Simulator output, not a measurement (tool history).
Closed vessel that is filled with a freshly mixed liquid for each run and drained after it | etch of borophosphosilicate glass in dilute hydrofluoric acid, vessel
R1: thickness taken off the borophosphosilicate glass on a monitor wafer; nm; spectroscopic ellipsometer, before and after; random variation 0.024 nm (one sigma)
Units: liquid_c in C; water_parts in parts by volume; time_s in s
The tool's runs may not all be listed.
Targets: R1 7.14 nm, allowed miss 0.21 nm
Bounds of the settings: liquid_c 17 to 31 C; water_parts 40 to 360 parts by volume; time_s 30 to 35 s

Run 1, hour 0: liquid_c 23 C, water_parts 200 parts by volume, time_s 35 s. Result: R1 5.8949 nm.
Run 2, hour 4.6: liquid_c 24 C, water_parts 200 parts by volume, time_s 35 s. Result: R1 6.1852 nm.
Run 3, hour 13.8: liquid_c 24 C, water_parts 130 parts by volume, time_s 35 s. Result: R1 10.175 nm.
Run 4, hour 22.7: liquid_c 23 C, water_parts 130 parts by volume, time_s 35 s. Result: R1 9.7756 nm.
Run 5, hour 29.3: liquid_c 25.5 C, water_parts 130 parts by volume, time_s 35 s. Result: R1 10.848 nm.
Run 6, hour 38: liquid_c 22 C, water_parts 130 parts by volume, time_s 35 s. Result: R1 9.4497 nm.
Run 7, hour 45.1: liquid_c 21 C, water_parts 135 parts by volume, time_s 35 s. Result: R1 8.6729 nm.
Run 8, hour 50.8: liquid_c 20.5 C, water_parts 135 parts by volume, time_s 35 s. Result: R1 8.5581 nm.
Run 9, hour 55.6: liquid_c 20 C, water_parts 135 parts by volume, time_s 35 s. Result: R1 8.3579 nm.
Run 10, hour 60.5: liquid_c 19.5 C, water_parts 135 parts by volume, time_s 35 s. Result: R1 8.2362 nm.
Run 11, hour 65.4: liquid_c 19 C, water_parts 135 parts by volume, time_s 35 s. Result: R1 8.0484 nm.
Run 12, hour 73.2: liquid_c 18.5 C, water_parts 135 parts by volume, time_s 35 s. Result: R1 7.8417 nm.
Run 13, hour 81.9: liquid_c 18 C, water_parts 135 parts by volume, time_s 35 s. Result: R1 7.7021 nm.

Which of these 5 next moves meets every target?
Run A, hour 90.6: liquid_c 17.5 C, water_parts 110 parts by volume, time_s 30 s. Result: R1 ?.
Run B, hour 90.6: liquid_c 18 C, water_parts 130 parts by volume, time_s 35 s. Result: R1 ?.
Run C, hour 90.6: liquid_c 18 C, water_parts 155 parts by volume, time_s 35 s. Result: R1 ?.
Run D, hour 90.6: liquid_c 17 C, water_parts 120 parts by volume, time_s 30 s. Result: R1 ?.
Run E, hour 90.6: liquid_c 19 C, water_parts 140 parts by volume, time_s 30 s. Result: R1 ?.

move      R1
   A   8.136
   B  8.0329
   C  6.5705
   D  7.2297
   E  6.5916
A: further off than the last run
B: further off than the last run
C: takes the result that was furthest off past its target
D: meets every target
E: takes the result that was furthest off past its target
The right move is D.
